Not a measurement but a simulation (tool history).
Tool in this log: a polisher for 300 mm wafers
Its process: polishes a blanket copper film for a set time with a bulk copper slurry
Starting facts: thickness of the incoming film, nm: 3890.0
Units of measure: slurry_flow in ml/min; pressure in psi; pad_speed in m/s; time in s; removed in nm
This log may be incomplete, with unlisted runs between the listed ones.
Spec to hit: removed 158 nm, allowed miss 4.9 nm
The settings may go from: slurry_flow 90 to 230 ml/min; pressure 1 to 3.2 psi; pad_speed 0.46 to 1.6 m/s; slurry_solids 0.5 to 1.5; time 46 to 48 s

run,hour,slurry_flow,pressure,pad_speed,slurry_solids,time,removed
1,0,150,2.1,1.02,1,46,305.4
2,4,150,1.7,1.02,1,46,251.91
3,11.8,145,1.5,0.98,1,46,214.59
4,20.6,145,1.2,0.98,1,46,172.68
5,29.4,140,1.2,0.98,1,46,171.39
6,32.9,140,1.2,1.16,1,46,200.19
7,38.5,130,1.1,1.14,1,46,180
8,45,120,1.1,1.14,1,46,178.94
9,47.7,115,1.1,1.12,1,46,175.67

Exactly one of the 4 candidate moves below puts every result within its allowed miss. Which one?
A,50.4,100,1,1,1.1,46,?
B,50.4,165,1.1,0.96,1,46,?
C,50.4,115,1.1,1.08,1,47,?
D,50.4,105,1,1.04,0.95,46,?

move,removed
A,142.89
B,160.86
C,172.68
D,145.36
A: takes the biggest miss from the last run beyond its target
B: meets every target
C: moves toward the targets from the last run without getting all of them in spec
D: takes the biggest miss from the last run beyond its target
B meets every target.
